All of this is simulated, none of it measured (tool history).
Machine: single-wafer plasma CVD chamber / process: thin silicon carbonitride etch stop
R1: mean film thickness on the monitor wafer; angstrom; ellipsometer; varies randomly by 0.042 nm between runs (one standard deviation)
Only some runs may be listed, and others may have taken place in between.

{"run": 1, "hour": 0.0, "RF power (W)": 220, "deposition time (s)": 15.7, "R1": 93.602}
{"run": 2, "hour": 2.0, "RF power (W)": 235, "deposition time (s)": 16.1, "R1": 98.06}
{"run": 3, "hour": 10.3, "RF power (W)": 215, "deposition time (s)": 16.1, "R1": 95.027}
{"run": 4, "hour": 13.0, "RF power (W)": 230, "deposition time (s)": 16.4, "R1": 97.985}
{"run": 5, "hour": 18.8, "RF power (W)": 240, "deposition time (s)": 16.8, "R1": 101.98}
{"run": 6, "hour": 23.9, "RF power (W)": 250, "deposition time (s)": 17.1, "R1": 104.82}

What does the tool deliver on the next run?
{"run": 7, "hour": 28.7, "RF power (W)": 285, "deposition time (s)": 18.1, "R1": "?"}

R1: 115.650 angstrom

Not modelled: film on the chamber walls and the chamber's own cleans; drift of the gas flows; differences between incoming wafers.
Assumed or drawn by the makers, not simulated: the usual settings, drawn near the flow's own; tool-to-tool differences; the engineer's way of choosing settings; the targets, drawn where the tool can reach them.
